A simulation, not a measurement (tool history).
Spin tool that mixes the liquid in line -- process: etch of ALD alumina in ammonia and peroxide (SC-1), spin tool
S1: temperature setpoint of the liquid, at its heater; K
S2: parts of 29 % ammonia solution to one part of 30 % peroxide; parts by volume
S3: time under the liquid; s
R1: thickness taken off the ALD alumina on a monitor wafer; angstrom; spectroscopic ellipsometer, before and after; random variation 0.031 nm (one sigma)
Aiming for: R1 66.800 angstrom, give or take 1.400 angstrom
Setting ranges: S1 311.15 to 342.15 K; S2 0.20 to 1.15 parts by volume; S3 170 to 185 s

Run 1, hour 0.0: S1 326.15 K, S2 0.65 parts by volume, S3 170 s. Result: R1 81.960 angstrom.
Run 2, hour 5.4: S1 329.65 K, S2 0.65 parts by volume, S3 170 s. Result: R1 98.995 angstrom.
Run 3, hour 8.3: S1 329.65 K, S2 0.80 parts by volume, S3 170 s. Result: R1 101.460 angstrom.
Run 4, hour 9.1: S1 329.65 K, S2 0.80 parts by volume, S3 170 s. Result: R1 100.810 angstrom.
Run 5, hour 16.6: S1 328.65 K, S2 0.80 parts by volume, S3 170 s. Result: R1 95.858 angstrom.
Run 6, hour 20.4: S1 328.65 K, S2 0.80 parts by volume, S3 170 s. Result: R1 95.389 angstrom.
Run 7, hour 24.2: S1 328.15 K, S2 0.80 parts by volume, S3 170 s. Result: R1 93.207 angstrom.
Run 8, hour 25.0: S1 320.65 K, S2 0.80 parts by volume, S3 170 s. Result: R1 62.100 angstrom.
Run 9, hour 33.1: S1 320.65 K, S2 0.80 parts by volume, S3 170 s. Result: R1 62.103 angstrom.

Next run, 5 choices. One meets every target within its allowed miss, the rest don't. Which?
Run A, hour 41.2: S1 320.15 K, S2 1.00 parts by volume, S3 175 s. Result: R1 ?.
Run B, hour 41.2: S1 320.65 K, S2 1.00 parts by volume, S3 170 s. Result: R1 ?.
Run C, hour 41.2: S1 322.15 K, S2 0.80 parts by volume, S3 170 s. Result: R1 ?.
Run D, hour 41.2: S1 321.15 K, S2 0.85 parts by volume, S3 170 s. Result: R1 ?.
Run E, hour 41.2: S1 320.65 K, S2 0.80 parts by volume, S3 175 s. Result: R1 ?.

move      R1
   A  63.596
   B  63.534
   C  67.614
   D  64.330
   E  64.029
A: an improvement on the last run, though not all results are within tolerance
B: an improvement on the last run, though not all results are within tolerance
C: in spec on every target
D: an improvement on the last run, though not all results are within tolerance
E: an improvement on the last run, though not all results are within tolerance
Go with C: it meets all targets.

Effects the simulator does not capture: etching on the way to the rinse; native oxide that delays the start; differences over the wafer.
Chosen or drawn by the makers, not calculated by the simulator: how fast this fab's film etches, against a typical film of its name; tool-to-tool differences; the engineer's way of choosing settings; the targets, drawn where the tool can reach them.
